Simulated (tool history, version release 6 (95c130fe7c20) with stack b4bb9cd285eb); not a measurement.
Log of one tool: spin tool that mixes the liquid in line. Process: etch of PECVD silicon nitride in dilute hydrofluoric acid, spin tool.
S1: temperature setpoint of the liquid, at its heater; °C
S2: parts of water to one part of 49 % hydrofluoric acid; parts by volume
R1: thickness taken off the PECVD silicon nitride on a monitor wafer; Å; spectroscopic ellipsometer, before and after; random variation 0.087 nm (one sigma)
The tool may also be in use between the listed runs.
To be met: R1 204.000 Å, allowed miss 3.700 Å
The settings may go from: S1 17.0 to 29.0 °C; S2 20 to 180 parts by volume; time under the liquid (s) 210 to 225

run 1 hour=0.0 | S1=21.0 S2=100 time_under_the_liquid_(s)=210 | R1=95.898
run 2 hour=6.2 | S1=22.5 S2=95 time_under_the_liquid_(s)=210 | R1=111.810
run 3 hour=12.0 | S1=22.5 S2=95 time_under_the_liquid_(s)=210 | R1=111.410
run 4 hour=20.3 | S1=25.5 S2=95 time_under_the_liquid_(s)=210 | R1=136.040
run 5 hour=29.1 | S1=26.0 S2=90 time_under_the_liquid_(s)=210 | R1=147.390
run 6 hour=30.1 | S1=26.5 S2=85 time_under_the_liquid_(s)=210 | R1=162.010
run 7 hour=33.2 | S1=26.5 S2=85 time_under_the_liquid_(s)=210 | R1=162.210
run 8 hour=34.7 | S1=27.0 S2=85 time_under_the_liquid_(s)=210 | R1=167.210
run 9 hour=40.9 | S1=27.5 S2=85 time_under_the_liquid_(s)=210 | R1=171.900

5 next moves are on the table. One of them brings every result within its allowed miss. Which?
run A hour=47.1 | S1=26.5 S2=75 time_under_the_liquid_(s)=220 | R1=?
run B hour=47.1 | S1=28.0 S2=80 time_under_the_liquid_(s)=215 | R1=?
run C hour=47.1 | S1=26.5 S2=70 time_under_the_liquid_(s)=210 | R1=?
run D hour=47.1 | S1=28.5 S2=80 time_under_the_liquid_(s)=220 | R1=?
run E hour=47.1 | S1=28.5 S2=85 time_under_the_liquid_(s)=220 | R1=?

move=A R1=191.110
move=B R1=193.080
move=C R1=195.320
move=D R1=204.030
move=E R1=192.060
A: nearer than the last run, and not there yet
B: nearer than the last run, and not there yet
C: nearer than the last run, and not there yet
D: meets every target
E: nearer than the last run, and not there yet
Answer: D

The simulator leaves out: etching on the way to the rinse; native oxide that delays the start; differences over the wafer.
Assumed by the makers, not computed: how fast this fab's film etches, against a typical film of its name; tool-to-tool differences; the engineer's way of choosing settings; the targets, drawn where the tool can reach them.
